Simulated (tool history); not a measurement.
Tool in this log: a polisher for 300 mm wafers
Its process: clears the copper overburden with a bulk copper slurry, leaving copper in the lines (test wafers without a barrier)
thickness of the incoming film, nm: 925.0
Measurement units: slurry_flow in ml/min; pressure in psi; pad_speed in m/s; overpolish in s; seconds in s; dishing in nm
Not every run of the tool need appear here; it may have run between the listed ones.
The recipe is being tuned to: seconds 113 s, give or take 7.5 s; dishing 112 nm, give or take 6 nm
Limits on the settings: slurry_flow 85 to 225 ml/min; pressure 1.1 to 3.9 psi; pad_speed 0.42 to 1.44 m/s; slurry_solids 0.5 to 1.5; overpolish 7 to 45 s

run	hour	slurry_flow	pressure	pad_speed	slurry_solids	overpolish	seconds	dishing
1	0	145	2.5	0.92	1	23	152.03	80.291
2	7.6	145	2.2	0.92	1	23	169.34	73.655
3	12.1	145	2.5	0.92	1	24	152.25	80.294
4	19.2	145	2.7	0.92	1	26	138.92	91.264
5	21.3	145	2.7	1.04	1	26	125.01	97.266
6	22.6	145	2.7	1.18	1	26	111.13	101.5
7	27.5	145	2.7	1.18	1	27	110	100.43
8	35.7	145	2.7	1.16	1	28	111.42	101.45
9	37.4	145	2.7	1.14	1	29	112.27	105.02
10	41.1	145	2.7	1.14	1	30	114	103.07

Of the 4 settings listed for the next run, only one would bring every result within its allowed miss of target. Which one?
A	44.8	85	3.5	0.94	0.8	45	?	?
B	44.8	140	3.5	0.82	1.35	45	?	?
C	44.8	145	2.9	1.04	1.2	35	?	?
D	44.8	145	2.4	1.12	1	45	?	?

move	seconds	dishing
A	128.83	123.51
B	115.52	126.83
C	113.96	113.52
D	133.07	110.21
A: moves the result that the last run missed by most past its target, out the other side
B: moves the result that the last run missed by most past its target, out the other side
C: all results in spec
D: meets the target for the result that was furthest off, but another lies outside its allowed miss
C is the move that brings every result within its allowed miss.
